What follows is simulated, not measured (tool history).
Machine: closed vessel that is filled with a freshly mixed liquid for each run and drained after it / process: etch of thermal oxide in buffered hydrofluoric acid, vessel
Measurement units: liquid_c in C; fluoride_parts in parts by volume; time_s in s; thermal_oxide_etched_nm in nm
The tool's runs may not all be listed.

{"run": 1, "hour": 0.0, "liquid_c": 21, "fluoride_parts": 20, "time_s": 95, "thermal_oxide_etched_nm": 47.925}
{"run": 2, "hour": 5.5, "liquid_c": 21, "fluoride_parts": 20, "time_s": 105, "thermal_oxide_etched_nm": 53.942}
{"run": 3, "hour": 14.0, "liquid_c": 20, "fluoride_parts": 21.5, "time_s": 105, "thermal_oxide_etched_nm": 48.037}
{"run": 4, "hour": 14.9, "liquid_c": 19.5, "fluoride_parts": 22.5, "time_s": 105, "thermal_oxide_etched_nm": 45.425}
{"run": 5, "hour": 18.1, "liquid_c": 19.5, "fluoride_parts": 22.5, "time_s": 105, "thermal_oxide_etched_nm": 44.108}
{"run": 6, "hour": 19.9, "liquid_c": 19, "fluoride_parts": 23.5, "time_s": 105, "thermal_oxide_etched_nm": 42.684}

What will run 7 give?
{"run": 7, "hour": 24.1, "liquid_c": 18.5, "fluoride_parts": 24.5, "time_s": 105, "thermal_oxide_etched_nm": "?"}

thermal_oxide_etched_nm: 39.818 nm

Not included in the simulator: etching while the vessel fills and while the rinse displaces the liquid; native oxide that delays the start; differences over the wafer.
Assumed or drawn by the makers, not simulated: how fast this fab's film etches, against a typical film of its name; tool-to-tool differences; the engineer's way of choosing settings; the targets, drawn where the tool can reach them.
